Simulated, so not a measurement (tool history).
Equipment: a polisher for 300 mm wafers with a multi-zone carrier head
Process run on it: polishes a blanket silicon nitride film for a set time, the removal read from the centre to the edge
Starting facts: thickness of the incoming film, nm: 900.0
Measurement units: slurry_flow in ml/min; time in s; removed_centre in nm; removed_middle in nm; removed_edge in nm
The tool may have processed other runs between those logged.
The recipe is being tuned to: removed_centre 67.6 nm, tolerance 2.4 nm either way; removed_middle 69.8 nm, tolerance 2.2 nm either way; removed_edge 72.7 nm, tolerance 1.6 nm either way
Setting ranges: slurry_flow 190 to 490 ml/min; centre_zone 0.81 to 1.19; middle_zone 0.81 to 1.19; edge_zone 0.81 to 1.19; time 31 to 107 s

run 1 hour=0 | slurry_flow=315 centre_zone=1 middle_zone=1 edge_zone=1 time=69 | removed_centre=124.68 removed_middle=112.78 removed_edge=111.68
run 2 hour=1.3 | slurry_flow=300 centre_zone=0.95 middle_zone=0.98 edge_zone=0.99 time=63 | removed_centre=109.81 removed_middle=100.94 removed_edge=101.02
run 3 hour=8.6 | slurry_flow=290 centre_zone=0.92 middle_zone=0.98 edge_zone=1.01 time=57 | removed_centre=94.738 removed_middle=91.421 removed_edge=92.329
run 4 hour=15.1 | slurry_flow=290 centre_zone=0.92 middle_zone=0.9 edge_zone=1.01 time=57 | removed_centre=92.92 removed_middle=84.282 removed_edge=92.037
run 5 hour=19.5 | slurry_flow=290 centre_zone=0.92 middle_zone=0.9 edge_zone=0.95 time=57 | removed_centre=92.807 removed_middle=84.372 removed_edge=90.974
run 6 hour=25.7 | slurry_flow=290 centre_zone=0.92 middle_zone=0.82 edge_zone=0.95 time=57 | removed_centre=94.189 removed_middle=80.393 removed_edge=90.989
run 7 hour=29.8 | slurry_flow=280 centre_zone=0.89 middle_zone=0.84 edge_zone=0.93 time=54 | removed_centre=87.038 removed_middle=75.84 removed_edge=84.486
run 8 hour=31.1 | slurry_flow=240 centre_zone=0.81 middle_zone=0.94 edge_zone=1.02 time=41 | removed_centre=57.716 removed_middle=61.89 removed_edge=65.296
run 9 hour=39.1 | slurry_flow=280 centre_zone=0.82 middle_zone=0.94 edge_zone=1.03 time=41 | removed_centre=59.988 removed_middle=63.296 removed_edge=66.793
run 10 hour=46.1 | slurry_flow=305 centre_zone=0.83 middle_zone=0.95 edge_zone=1.05 time=41 | removed_centre=62.043 removed_middle=64.08 removed_edge=68.227
-- hour=54.7 centre zone pressure recalibrated
run 11 hour=54.7 | slurry_flow=395 centre_zone=0.85 middle_zone=1.03 edge_zone=1.11 time=42 | removed_centre=59.466 removed_middle=71.455 removed_edge=72.886
run 12 hour=62.7 | slurry_flow=385 centre_zone=0.87 middle_zone=1.02 edge_zone=1.1 time=42 | removed_centre=62.131 removed_middle=70.356 removed_edge=72.176
run 13 hour=65.1 | slurry_flow=380 centre_zone=0.88 middle_zone=1.01 edge_zone=1.1 time=42 | removed_centre=62.194 removed_middle=70.15 removed_edge=72.335
run 14 hour=70.4 | slurry_flow=375 centre_zone=0.89 middle_zone=1 edge_zone=1.1 time=42 | removed_centre=62.937 removed_middle=69.362 removed_edge=72.126
run 15 hour=76.3 | slurry_flow=375 centre_zone=0.9 middle_zone=1 edge_zone=1.1 time=42 | removed_centre=63.26 removed_middle=68.871 removed_edge=72.848

Which single option among these 4 for the next run brings every result within its allowed miss of target? Just one does.
run A hour=82.2 | slurry_flow=360 centre_zone=0.87 middle_zone=0.99 edge_zone=1.14 time=41 | removed_centre=? removed_middle=? removed_edge=?
run B hour=82.2 | slurry_flow=475 centre_zone=0.86 middle_zone=1.03 edge_zone=1.19 time=40 | removed_centre=? removed_middle=? removed_edge=?
run C hour=82.2 | slurry_flow=340 centre_zone=0.95 middle_zone=0.99 edge_zone=1.07 time=43 | removed_centre=? removed_middle=? removed_edge=?
run D hour=82.2 | slurry_flow=375 centre_zone=0.89 middle_zone=1.03 edge_zone=1.13 time=41 | removed_centre=? removed_middle=? removed_edge=?

move=A removed_centre=59.17 removed_middle=68.212 removed_edge=71.923
move=B removed_centre=58.381 removed_middle=70.053 removed_edge=72.866
move=C removed_centre=67.43 removed_middle=71.152 removed_edge=72.761
move=D removed_centre=60.789 removed_middle=70.581 removed_edge=71.753
A: the biggest miss grows against the last run
B: the biggest miss grows against the last run
C: each result inside its tolerance
D: the biggest miss grows against the last run
Move C is the one to make.
